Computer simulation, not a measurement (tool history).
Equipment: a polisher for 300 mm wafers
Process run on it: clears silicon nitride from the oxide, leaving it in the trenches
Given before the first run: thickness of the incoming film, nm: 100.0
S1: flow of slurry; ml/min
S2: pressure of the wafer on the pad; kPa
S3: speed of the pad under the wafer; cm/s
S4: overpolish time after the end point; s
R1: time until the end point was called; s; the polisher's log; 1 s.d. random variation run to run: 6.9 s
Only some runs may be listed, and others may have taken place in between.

run,hour,S1,S2,S3,S4,R1
1,0,200,15.2,102,5,175.56
2,6.5,200,13.1,102,5,201.11
3,15.2,155,13.1,102,5,212.65
4,18.4,145,11,86,5,295.81
5,20.1,140,9.7,76,5,386.64
6,25,140,9.7,76,5,382.06
7,26.2,135,6.9,50,5,774.33
8,27.3,135,7.6,50,5,730.47
9,30.3,135,8.3,50,5,660.32

Expected results for the next run?
10,38.9,140,10.3,50,5,?

{"run 10": {"R1": 534.16}}
